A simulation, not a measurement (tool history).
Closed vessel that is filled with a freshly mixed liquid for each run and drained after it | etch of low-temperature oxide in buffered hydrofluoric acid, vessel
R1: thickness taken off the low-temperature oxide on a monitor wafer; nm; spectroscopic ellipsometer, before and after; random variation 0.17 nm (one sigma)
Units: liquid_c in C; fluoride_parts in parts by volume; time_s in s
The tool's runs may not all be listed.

Run 1, hour 0: liquid_c 24 C, fluoride_parts 22.5 parts by volume, time_s 30 s. Result: R1 34.801 nm.
Run 2, hour 8.1: liquid_c 26 C, fluoride_parts 22.5 parts by volume, time_s 30 s. Result: R1 39.023 nm.
Run 3, hour 12: liquid_c 27 C, fluoride_parts 22.5 parts by volume, time_s 30 s. Result: R1 41.242 nm.
Run 4, hour 20.9: liquid_c 27 C, fluoride_parts 16 parts by volume, time_s 30 s. Result: R1 55.449 nm.
At hour 27.4: thermometer replaced.
Run 5, hour 27.4: liquid_c 27 C, fluoride_parts 16 parts by volume, time_s 30 s. Result: R1 51.257 nm.
Run 6, hour 33.3: liquid_c 27 C, fluoride_parts 16 parts by volume, time_s 30 s. Result: R1 50.994 nm.

The next listed run, before its measurement:
Run 7, hour 34.8: liquid_c 26.5 C, fluoride_parts 16 parts by volume, time_s 30 s. Result: R1 ?.

{"run 7": {"R1": 49.407}}
